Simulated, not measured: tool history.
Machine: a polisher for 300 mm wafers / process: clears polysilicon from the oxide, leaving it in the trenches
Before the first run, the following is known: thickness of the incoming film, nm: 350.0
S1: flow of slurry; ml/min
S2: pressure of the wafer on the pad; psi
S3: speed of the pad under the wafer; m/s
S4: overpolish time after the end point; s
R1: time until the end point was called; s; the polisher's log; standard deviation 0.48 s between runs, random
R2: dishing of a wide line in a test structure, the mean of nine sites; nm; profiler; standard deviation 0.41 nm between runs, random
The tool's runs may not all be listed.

| run | hour | S1 | S2 | S3 | S4 | R1 | R2 |
|---|---|---|---|---|---|---|---|
| 1 | 0 | 125 | 3.4 | 0.78 | 12 | 30.463 | 41.813 |
| 2 | 4.3 | 125 | 3.4 | 0.78 | 10 | 29.285 | 39.756 |
| 3 | 5.9 | 125 | 4.1 | 0.78 | 10 | 25.24 | 41.012 |
| 4 | 13.2 | 125 | 4 | 0.76 | 8 | 25.816 | 38.321 |
| 5 | 17 | 135 | 4 | 0.76 | 8 | 25.676 | 38.255 |
| 6 | 23.9 | 135 | 4 | 0.76 | 5 | 25.817 | 32.442 |

Run 7 comes next. What will it give?
| 7 | 27.3 | 135 | 3.9 | 0.76 | 5 | ? | ? |

R1: 26.616 s
R2: 31.097 nm
